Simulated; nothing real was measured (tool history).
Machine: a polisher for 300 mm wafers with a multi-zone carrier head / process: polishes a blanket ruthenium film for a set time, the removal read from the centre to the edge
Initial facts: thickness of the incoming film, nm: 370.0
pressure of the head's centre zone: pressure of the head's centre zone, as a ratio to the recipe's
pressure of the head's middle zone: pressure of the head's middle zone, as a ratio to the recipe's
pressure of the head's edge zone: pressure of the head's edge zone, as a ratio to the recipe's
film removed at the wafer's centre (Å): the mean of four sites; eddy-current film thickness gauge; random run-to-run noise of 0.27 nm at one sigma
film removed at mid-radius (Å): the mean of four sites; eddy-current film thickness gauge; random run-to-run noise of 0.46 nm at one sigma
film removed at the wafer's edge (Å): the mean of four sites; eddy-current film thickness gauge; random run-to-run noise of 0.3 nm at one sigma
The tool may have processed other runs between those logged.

run  hour  flow of slurry (ml/min)  pressure of the head's centre zone  pressure of the head's middle zone  pressure of the head's edge zone  polishing time (s)  film removed at the wafer's centre (Å)  film removed at mid-radius (Å)  film removed at the wafer's edge (Å)
  1     0                      280                                   1                                   1                                 1                  46                                  694.94                          699.72                                717.83
  2   4.3                      280                                   1                                1.06                                 1                  46                                  695.88                             734                                718.06
  3  11.3                      265                                0.95                                1.04                              0.95                  41                                  583.87                          647.38                                626.68
  4  18.4                      260                                0.92                                1.03                              0.91                  37                                  511.64                          568.22                                546.59
  5    23                      250                                0.89                                1.02                              0.88                  36                                   481.5                          549.22                                528.37
  6  24.7                      250                                0.89                                1.02                              0.82                  36                                  477.69                          546.14                                 517.2
  7    33                      245                                0.88                                1.02                              0.82                  35                                  460.26                          531.65                                 500.7
  8  39.7                      235                                0.87                                1.02                              0.82                  34                                  439.04                          510.45                                479.08

Run 9 is up next; what results do you expect?
  9  44.4                      235                                0.87                                1.02                              0.82                  34                                       ?                               ?                                     ?

film removed at the wafer's centre (Å): 440.08
film removed at mid-radius (Å): 522.02
film removed at the wafer's edge (Å): 478.3

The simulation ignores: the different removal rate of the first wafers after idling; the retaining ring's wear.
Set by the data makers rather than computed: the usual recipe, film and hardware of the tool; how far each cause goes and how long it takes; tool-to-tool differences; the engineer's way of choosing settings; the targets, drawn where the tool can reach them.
